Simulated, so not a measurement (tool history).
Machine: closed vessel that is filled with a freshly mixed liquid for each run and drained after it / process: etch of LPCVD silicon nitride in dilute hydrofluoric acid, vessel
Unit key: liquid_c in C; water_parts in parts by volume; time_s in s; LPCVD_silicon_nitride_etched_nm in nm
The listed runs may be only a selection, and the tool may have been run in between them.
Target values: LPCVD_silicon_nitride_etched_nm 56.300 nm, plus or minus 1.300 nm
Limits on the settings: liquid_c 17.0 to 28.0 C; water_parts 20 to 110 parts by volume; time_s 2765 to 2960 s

| run | hour | liquid_c | water_parts | time_s | LPCVD_silicon_nitride_etched_nm |
|---|---|---|---|---|---|
| 1 | 0.0 | 20.0 | 60 | 2765 | 19.540 |
| 2 | 6.2 | 20.0 | 60 | 2960 | 20.908 |
| 3 | 14.8 | 20.0 | 60 | 2960 | 20.854 |
| 4 | 18.8 | 21.5 | 55 | 2960 | 25.068 |
| 5 | 22.5 | 22.5 | 50 | 2960 | 29.354 |
| 6 | 25.2 | 22.5 | 50 | 2960 | 29.679 |
| 7 | 29.6 | 23.5 | 45 | 2960 | 35.320 |
| 8 | 30.7 | 24.0 | 45 | 2960 | 35.782 |
| 9 | 35.9 | 28.0 | 30 | 2960 | 70.178 |
| 10 | 41.0 | 25.0 | 30 | 2960 | 57.730 |

Which single option among these 5 for the next run brings every result within its allowed miss of target? Just one does.
| A | 46.1 | 21.0 | 20 | 2765 | ? |
| B | 46.1 | 23.5 | 25 | 2855 | ? |
| C | 46.1 | 27.0 | 35 | 2960 | ? |
| D | 46.1 | 20.0 | 20 | 2890 | ? |
| E | 46.1 | 25.5 | 30 | 2940 | ? |

| move | LPCVD_silicon_nitride_etched_nm |
|---|---|
| A | 60.534 |
| B | 60.062 |
| C | 56.958 |
| D | 58.981 |
| E | 59.434 |
A: its largest miss is bigger than the last run's
B: its largest miss is bigger than the last run's
C: hits every target within its allowed miss
D: its largest miss is bigger than the last run's
E: its largest miss is bigger than the last run's
The move that meets every target is C.

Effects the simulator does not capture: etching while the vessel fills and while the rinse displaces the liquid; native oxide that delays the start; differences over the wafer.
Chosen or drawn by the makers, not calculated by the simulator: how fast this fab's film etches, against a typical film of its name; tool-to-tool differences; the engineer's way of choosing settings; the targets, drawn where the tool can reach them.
